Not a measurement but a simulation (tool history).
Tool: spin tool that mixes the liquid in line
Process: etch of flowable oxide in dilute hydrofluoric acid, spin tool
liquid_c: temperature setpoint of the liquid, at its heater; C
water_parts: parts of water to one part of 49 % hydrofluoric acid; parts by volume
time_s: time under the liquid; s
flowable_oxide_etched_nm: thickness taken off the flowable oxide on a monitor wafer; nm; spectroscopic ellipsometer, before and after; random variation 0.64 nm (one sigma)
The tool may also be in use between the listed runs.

run  hour  liquid_c  water_parts  time_s  flowable_oxide_etched_nm
  1     0        22          160      90                    29.661
  2   1.7        24          140      90                    37.618
  3   9.4      25.5          125      90                    44.309
  4  10.8      25.5          165      90                    32.137
  5  17.3      26.5          145      90                    39.134
  6  25.5      27.5          130      90                    46.054
  7  26.2      27.5          130      90                    46.552
  8  33.7        30           90      90                    77.753
  9    40        29           90      90                    74.438
 10  46.7        28           90      90                    72.191
 11    55        27           90      90                    69.376

Run 12 comes next. What will it give?
 12  57.4      26.5           90      90                         ?

flowable_oxide_etched_nm: 68.226 nm
